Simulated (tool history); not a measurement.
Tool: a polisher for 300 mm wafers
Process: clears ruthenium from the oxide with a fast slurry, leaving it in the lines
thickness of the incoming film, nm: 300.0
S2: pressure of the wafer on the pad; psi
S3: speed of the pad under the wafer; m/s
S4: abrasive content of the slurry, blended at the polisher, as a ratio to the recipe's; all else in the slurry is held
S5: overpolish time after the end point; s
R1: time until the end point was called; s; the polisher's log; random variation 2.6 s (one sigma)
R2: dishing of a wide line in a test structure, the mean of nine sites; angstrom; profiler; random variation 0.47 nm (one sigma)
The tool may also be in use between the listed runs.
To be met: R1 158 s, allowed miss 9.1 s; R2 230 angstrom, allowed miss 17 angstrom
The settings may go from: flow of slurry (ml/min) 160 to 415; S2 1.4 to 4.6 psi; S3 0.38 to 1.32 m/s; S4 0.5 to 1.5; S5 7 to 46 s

run 1 day=0 | flow_of_slurry_(ml/min)=265 S2=3 S3=0.84 S4=1 S5=24 | R1=93.229 R2=599.17
run 2 day=0.158 | flow_of_slurry_(ml/min)=265 S2=2.8 S3=0.82 S4=1 S5=21 | R1=97.323 R2=488.23
run 3 day=0.467 | flow_of_slurry_(ml/min)=265 S2=2.8 S3=0.82 S4=0.9 S5=21 | R1=102.71 R2=469.08
run 4 day=0.708 | flow_of_slurry_(ml/min)=265 S2=2.8 S3=0.82 S4=0.8 S5=21 | R1=108.23 R2=434.23
run 5 day=1.042 | flow_of_slurry_(ml/min)=265 S2=2.6 S3=0.82 S4=0.8 S5=20 | R1=112.94 R2=415.23
run 6 day=1.096 | flow_of_slurry_(ml/min)=265 S2=2.4 S3=0.8 S4=0.8 S5=18 | R1=124.43 R2=342.71
run 7 day=1.429 | flow_of_slurry_(ml/min)=265 S2=2.3 S3=0.8 S4=0.8 S5=17 | R1=124.68 R2=316.75
run 8 day=1.488 | flow_of_slurry_(ml/min)=265 S2=1.5 S3=0.78 S4=0.8 S5=15 | R1=187.63 R2=208.93
run 9 day=1.708 | flow_of_slurry_(ml/min)=265 S2=1.6 S3=0.78 S4=0.8 S5=15 | R1=179 R2=208.38

Which of these 5 next moves meets every target?
run A day=1.929 | flow_of_slurry_(ml/min)=290 S2=2.3 S3=0.68 S4=0.95 S5=15 | R1=? R2=?
run B day=1.929 | flow_of_slurry_(ml/min)=270 S2=1.8 S3=0.8 S4=0.75 S5=15 | R1=? R2=?
run C day=1.929 | flow_of_slurry_(ml/min)=285 S2=1.4 S3=0.76 S4=0.7 S5=16 | R1=? R2=?
run D day=1.929 | flow_of_slurry_(ml/min)=310 S2=1.4 S3=0.68 S4=1 S5=20 | R1=? R2=?
run E day=1.929 | flow_of_slurry_(ml/min)=295 S2=1.4 S3=0.82 S4=0.8 S5=13 | R1=? R2=?

move=A R1=139.8 R2=260.9
move=B R1=157.25 R2=233.4
move=C R1=203.2 R2=194.35
move=D R1=201.35 R2=242.55
move=E R1=180.71 R2=178.19
A: takes the result that was furthest off past its target
B: meets every target
C: further off than the last run
D: further off than the last run
E: further off than the last run
Answer: B
